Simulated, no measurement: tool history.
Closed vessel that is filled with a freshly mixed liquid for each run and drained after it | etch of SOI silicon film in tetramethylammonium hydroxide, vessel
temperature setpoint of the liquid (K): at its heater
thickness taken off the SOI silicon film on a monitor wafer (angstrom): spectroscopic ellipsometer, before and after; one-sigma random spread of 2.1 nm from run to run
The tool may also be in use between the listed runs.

run  hour  temperature setpoint of the liquid (K)  concentration of hydroxide in the mixed liquid (% by weight)  time in the liquid (s)  thickness taken off the SOI silicon film on a monitor wafer (angstrom)
  1     0                                  340.15                                                            16                      95                                                                  5064.3
  2   1.5                                  340.15                                                            16                      95                                                                    4967
  3   9.6                                  340.15                                                            16                      95                                                                  5071.6
  4  11.3                                  340.15                                                          14.5                      95                                                                  5198.4
  5  17.3                                  337.15                                                          14.5                      95                                                                    4386
  6  25.6                                  332.65                                                          14.5                      95                                                                  3248.8
  7    32                                  331.65                                                          14.5                      95                                                                  3102.1

What will run 8 give?
  8    36                                  331.15                                                          14.5                      95                                                                       ?

{"run 8": {"thickness taken off the SOI silicon film on a monitor wafer (angstrom)": 3023.4}}
